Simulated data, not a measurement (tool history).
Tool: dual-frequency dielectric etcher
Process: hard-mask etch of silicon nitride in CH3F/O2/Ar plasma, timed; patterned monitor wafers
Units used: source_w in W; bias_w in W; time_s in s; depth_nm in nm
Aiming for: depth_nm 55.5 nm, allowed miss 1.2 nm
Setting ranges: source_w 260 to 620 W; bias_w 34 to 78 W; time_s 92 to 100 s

| run | hour | source_w | bias_w | time_s | depth_nm |
|---|---|---|---|---|---|
| 1 | 0 | 440 | 56 | 100 | 68.717 |
| 2 | 8.8 | 440 | 62 | 100 | 71.801 |
| 3 | 13.5 | 400 | 57 | 99 | 66.185 |
| 4 | 17.2 | 440 | 57 | 99 | 68.548 |
| 5 | 24.3 | 440 | 63 | 99 | 71.696 |
| 6 | 27.6 | 400 | 59 | 98 | 66.26 |
|  | 36.5 | bias power generator calibrated |
| 7 | 36.5 | 360 | 57 | 97.5 | 63.643 |
| 8 | 45 | 340 | 54 | 97 | 60.724 |

Next run, 4 choices. One meets every target within its allowed miss, the rest don't. Which?
| A | 53.5 | 290 | 60 | 96 | ? |
| B | 53.5 | 310 | 52 | 96.5 | ? |
| C | 53.5 | 340 | 48 | 94.5 | ? |
| D | 53.5 | 280 | 53 | 92 | ? |

| move | depth_nm |
|---|---|
| A | 59.984 |
| B | 57.323 |
| C | 55.566 |
| D | 53.393 |
A: gains on the last run, yet a result remains outside its allowed miss
B: gains on the last run, yet a result remains outside its allowed miss
C: hits every target within its allowed miss
D: takes the result that was furthest off past its target
C is the move that brings every result within its allowed miss.

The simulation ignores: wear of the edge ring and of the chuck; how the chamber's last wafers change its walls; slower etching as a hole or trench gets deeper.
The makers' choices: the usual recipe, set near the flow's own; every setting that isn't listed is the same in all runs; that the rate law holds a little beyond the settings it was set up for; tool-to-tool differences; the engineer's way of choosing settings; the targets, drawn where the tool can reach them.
